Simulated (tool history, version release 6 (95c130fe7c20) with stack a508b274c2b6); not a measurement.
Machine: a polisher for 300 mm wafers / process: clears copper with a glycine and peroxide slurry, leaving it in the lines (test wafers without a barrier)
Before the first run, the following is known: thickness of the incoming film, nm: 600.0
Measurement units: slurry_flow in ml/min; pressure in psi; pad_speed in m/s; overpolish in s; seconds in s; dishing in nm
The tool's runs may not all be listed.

run,day,slurry_flow,pressure,pad_speed,overpolish,seconds,dishing
1,0.000,165,3.2,1.1,17,87.685,73.175
2,0.308,140,3.2,1.1,17,88.907,70.814
3,0.538,165,3.2,1.1,17,86.795,72.293
4,0.721,165,3.9,1.1,17,73.946,83.614
5,0.804,165,3.4,1.1,16,83.333,72.086
6,1.100,190,3.4,1.1,16,81.384,72.889
7,1.400,185,3.0,1.1,15,91.868,63.023

Predict the results of run 8:
8,1.588,185,2.8,1.1,15,?,?

{"run 8": {"seconds": 96.668, "dishing": 58.048}}

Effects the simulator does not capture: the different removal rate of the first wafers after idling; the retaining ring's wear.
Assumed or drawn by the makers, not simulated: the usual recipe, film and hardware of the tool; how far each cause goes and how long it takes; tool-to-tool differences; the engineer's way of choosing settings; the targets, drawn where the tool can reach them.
